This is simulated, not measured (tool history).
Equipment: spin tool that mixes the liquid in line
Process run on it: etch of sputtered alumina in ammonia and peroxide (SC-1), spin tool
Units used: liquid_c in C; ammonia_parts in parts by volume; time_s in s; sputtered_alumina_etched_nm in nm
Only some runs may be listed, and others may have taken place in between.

run 1 hour=0.0 | liquid_c=54.0 ammonia_parts=0.85 time_s=90 | sputtered_alumina_etched_nm=6.0196
run 2 hour=7.6 | liquid_c=59.5 ammonia_parts=0.85 time_s=90 | sputtered_alumina_etched_nm=8.0631
run 3 hour=9.6 | liquid_c=60.0 ammonia_parts=0.85 time_s=90 | sputtered_alumina_etched_nm=8.3680
run 4 hour=11.3 | liquid_c=56.5 ammonia_parts=0.85 time_s=90 | sputtered_alumina_etched_nm=6.9992
run 5 hour=16.7 | liquid_c=56.5 ammonia_parts=0.85 time_s=90 | sputtered_alumina_etched_nm=6.7891
-- hour=24.7 new drum of ammonia solution connected
run 6 hour=24.7 | liquid_c=56.5 ammonia_parts=0.60 time_s=90 | sputtered_alumina_etched_nm=6.8230

Predict the results of run 7:
run 7 hour=33.1 | liquid_c=58.0 ammonia_parts=0.60 time_s=90 | sputtered_alumina_etched_nm=?

For run 7 the tool returned sputtered_alumina_etched_nm 7.3829 nm.
